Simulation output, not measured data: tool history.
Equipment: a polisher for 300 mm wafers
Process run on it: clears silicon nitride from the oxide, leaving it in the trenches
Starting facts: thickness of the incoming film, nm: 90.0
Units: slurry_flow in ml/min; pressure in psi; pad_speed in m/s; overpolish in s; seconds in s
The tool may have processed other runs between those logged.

run,day,slurry_flow,pressure,pad_speed,overpolish,seconds
1,0.000,275,3.0,1.16,27,75.628
2,0.138,275,3.0,1.04,27,78.376
3,0.333,305,3.0,1.04,27,84.132
4,0.583,340,3.0,1.04,27,79.206
5,0.838,340,3.1,1.04,27,78.745
6,1.183,340,3.2,1.06,27,75.043
7,1.379,340,3.3,1.06,27,73.208

Estimate the outcome of run 8 from the log above:
8,1.438,340,4.1,1.12,27,?

{"run 8": {"seconds": 58.923}}

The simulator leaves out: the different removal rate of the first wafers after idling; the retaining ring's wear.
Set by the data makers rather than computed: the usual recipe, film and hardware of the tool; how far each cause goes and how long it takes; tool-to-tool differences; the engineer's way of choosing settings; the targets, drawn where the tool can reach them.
